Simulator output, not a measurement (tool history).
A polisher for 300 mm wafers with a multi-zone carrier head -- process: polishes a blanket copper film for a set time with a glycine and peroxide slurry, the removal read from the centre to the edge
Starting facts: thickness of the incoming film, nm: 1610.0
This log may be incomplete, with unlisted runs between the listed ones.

| run | hour | flow of slurry (ml/min) | pressure of the head's centre zone | pressure of the head's middle zone | pressure of the head's edge zone | polishing time (s) | film removed at the wafer's centre (Å) | film removed at mid-radius (Å) | film removed at the wafer's edge (Å) |
|---|---|---|---|---|---|---|---|---|---|
| 1 | 0 | 250 | 1 | 1 | 1 | 86 | 4672.4 | 4580.5 | 4646.4 |
| 2 | 3.2 | 250 | 1.07 | 1 | 1 | 86 | 4947.5 | 4468.8 | 4622.3 |
| 3 | 8.5 | 250 | 1.07 | 1 | 1 | 105 | 6018.5 | 5510.5 | 5687.5 |
| 4 | 10.6 | 250 | 1.07 | 1 | 1 | 125 | 7155.7 | 6464.2 | 6781.1 |
| 5 | 13.4 | 230 | 1.02 | 1.01 | 1.01 | 125 | 6801.7 | 6587.8 | 6638.4 |
| 6 | 15.6 | 285 | 1.02 | 1.01 | 1.01 | 125 | 7019.2 | 6668.1 | 6889.5 |
| 7 | 17 | 260 | 0.98 | 1 | 1.03 | 125 | 6675.9 | 6629.1 | 6906.4 |

Expected results for the next run?
| 8 | 25.8 | 240 | 0.96 | 1 | 1.03 | 125 | ? | ? | ? |

Run 8 measured film removed at the wafer's centre (Å) 6558.3, film removed at mid-radius (Å) 6485, film removed at the wafer's edge (Å) 6980.3.

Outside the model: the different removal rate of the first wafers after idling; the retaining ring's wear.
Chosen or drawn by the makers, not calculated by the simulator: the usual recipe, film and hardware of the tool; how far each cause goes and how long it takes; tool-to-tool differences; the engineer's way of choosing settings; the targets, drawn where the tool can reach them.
